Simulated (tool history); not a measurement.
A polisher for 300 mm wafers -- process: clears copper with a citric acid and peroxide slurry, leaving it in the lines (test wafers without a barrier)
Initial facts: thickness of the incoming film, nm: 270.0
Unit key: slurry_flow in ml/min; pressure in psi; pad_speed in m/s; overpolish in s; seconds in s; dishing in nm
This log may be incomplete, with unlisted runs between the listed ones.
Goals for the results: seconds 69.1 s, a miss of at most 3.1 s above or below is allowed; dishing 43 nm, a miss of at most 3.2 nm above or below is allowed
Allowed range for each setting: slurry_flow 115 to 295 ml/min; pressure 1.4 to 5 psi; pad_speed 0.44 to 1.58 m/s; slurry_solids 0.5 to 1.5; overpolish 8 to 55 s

run 1 hour=0 | slurry_flow=190 pressure=3.2 pad_speed=1 slurry_solids=1 overpolish=28 | seconds=101.1 dishing=32.897
run 2 hour=5.8 | slurry_flow=190 pressure=3.5 pad_speed=1 slurry_solids=1 overpolish=29 | seconds=89.951 dishing=35.689
run 3 hour=14.9 | slurry_flow=190 pressure=3.7 pad_speed=1 slurry_solids=1 overpolish=30 | seconds=86.24 dishing=37.505
run 4 hour=22.1 | slurry_flow=190 pressure=3.9 pad_speed=1 slurry_solids=1 overpolish=30 | seconds=82.998 dishing=37.265
run 5 hour=30 | slurry_flow=190 pressure=3.9 pad_speed=1 slurry_solids=1.15 overpolish=30 | seconds=79.004 dishing=38.961
run 6 hour=36.1 | slurry_flow=190 pressure=4 pad_speed=1 slurry_solids=1.15 overpolish=30 | seconds=77.127 dishing=39.634
run 7 hour=39.2 | slurry_flow=190 pressure=4.1 pad_speed=1 slurry_solids=1.15 overpolish=30 | seconds=77.398 dishing=41.296
run 8 hour=43.6 | slurry_flow=190 pressure=4.1 pad_speed=1 slurry_solids=1.15 overpolish=30 | seconds=75.295 dishing=39.722

Exactly one of the 4 candidate moves below puts every result within its allowed miss. Which one?
run A hour=48 | slurry_flow=165 pressure=3.5 pad_speed=1.12 slurry_solids=1.4 overpolish=37 | seconds=? dishing=?
run B hour=48 | slurry_flow=170 pressure=4.5 pad_speed=1.04 slurry_solids=1.15 overpolish=34 | seconds=? dishing=?
run C hour=48 | slurry_flow=190 pressure=4.5 pad_speed=1.08 slurry_solids=1.15 overpolish=29 | seconds=? dishing=?
run D hour=48 | slurry_flow=230 pressure=4 pad_speed=1.06 slurry_solids=1.5 overpolish=23 | seconds=? dishing=?

move=A seconds=78.745 dishing=42.215
move=B seconds=68.407 dishing=43.754
move=C seconds=64.733 dishing=42.378
move=D seconds=68.428 dishing=37.698
A: its largest miss is bigger than the last run's
B: in spec on every target
C: pushes the last run's worst result past its target
D: meets the target for the result that was furthest off, but another lies outside its allowed miss
Answer: B
